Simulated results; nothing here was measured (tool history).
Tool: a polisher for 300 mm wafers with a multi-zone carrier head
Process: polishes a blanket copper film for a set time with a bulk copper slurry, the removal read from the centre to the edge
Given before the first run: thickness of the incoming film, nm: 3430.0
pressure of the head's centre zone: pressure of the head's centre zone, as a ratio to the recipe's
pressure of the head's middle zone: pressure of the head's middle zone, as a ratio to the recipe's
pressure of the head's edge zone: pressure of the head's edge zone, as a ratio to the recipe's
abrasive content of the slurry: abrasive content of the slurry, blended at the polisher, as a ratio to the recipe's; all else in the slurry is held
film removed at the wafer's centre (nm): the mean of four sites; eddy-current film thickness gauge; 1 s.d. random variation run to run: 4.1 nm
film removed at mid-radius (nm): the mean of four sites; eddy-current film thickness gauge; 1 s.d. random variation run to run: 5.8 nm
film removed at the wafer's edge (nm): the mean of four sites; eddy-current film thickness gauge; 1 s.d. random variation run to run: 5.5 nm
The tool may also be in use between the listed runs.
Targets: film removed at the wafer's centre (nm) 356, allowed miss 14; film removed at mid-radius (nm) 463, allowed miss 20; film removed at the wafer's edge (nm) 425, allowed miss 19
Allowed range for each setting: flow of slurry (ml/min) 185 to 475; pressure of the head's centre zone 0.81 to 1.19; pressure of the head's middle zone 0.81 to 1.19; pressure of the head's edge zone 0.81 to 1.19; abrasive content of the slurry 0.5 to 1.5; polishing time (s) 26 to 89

run	hour	flow of slurry (ml/min)	pressure of the head's centre zone	pressure of the head's middle zone	pressure of the head's edge zone	abrasive content of the slurry	polishing time (s)	film removed at the wafer's centre (nm)	film removed at mid-radius (nm)	film removed at the wafer's edge (nm)
1	0	305	1	1	1	1	57	347.25	345.24	341.4
2	1.1	305	0.96	1.04	1.04	1.15	58	354.06	382.37	373.21
3	4.6	305	0.94	1.08	1.07	1.2	58	347.11	394.65	377.06
4	12.9	305	0.92	1.1	1.09	1.3	58	340.19	411.19	389.57
5	18.4	305	0.92	1.1	1.13	1.3	58	352.4	410.61	394.72
6	23.1	310	0.91	1.12	1.14	1.35	58	339.35	431.8	409.07
7	30.8	315	0.92	1.13	1.15	1.35	58	347.96	425.2	405.73
# hour 32.5: worn pad replaced by a new one
8	32.5	315	0.92	1.14	1.15	1.4	58	378.26	460.49	427.4
9	36.4	310	0.91	1.15	1.15	1.4	58	374.41	457.46	434.84

Which of these 5 next moves meets every target?
A	40.3	270	1.07	1.08	1.08	1.5	53	?	?	?
B	40.3	195	0.94	0.9	1.19	1.45	65	?	?	?
C	40.3	200	0.89	1.19	1.15	1.45	59	?	?	?
D	40.3	350	0.81	1.18	1.14	1.5	55	?	?	?
E	40.3	310	0.87	1.13	1.19	1.35	64	?	?	?

move	film removed at the wafer's centre (nm)	film removed at mid-radius (nm)	film removed at the wafer's edge (nm)
A	400.4	400.42	384.86
B	410.17	406.88	480.11
C	354.26	463.46	427.52
D	322	457.39	417.1
E	388.13	495.63	480.44
A: lands further from the targets than the last run did
B: lands further from the targets than the last run did
C: hits every target within its allowed miss
D: the result that was furthest off in the last run now lies on the other side of its target
E: lands further from the targets than the last run did
C is the move that brings every result within its allowed miss.
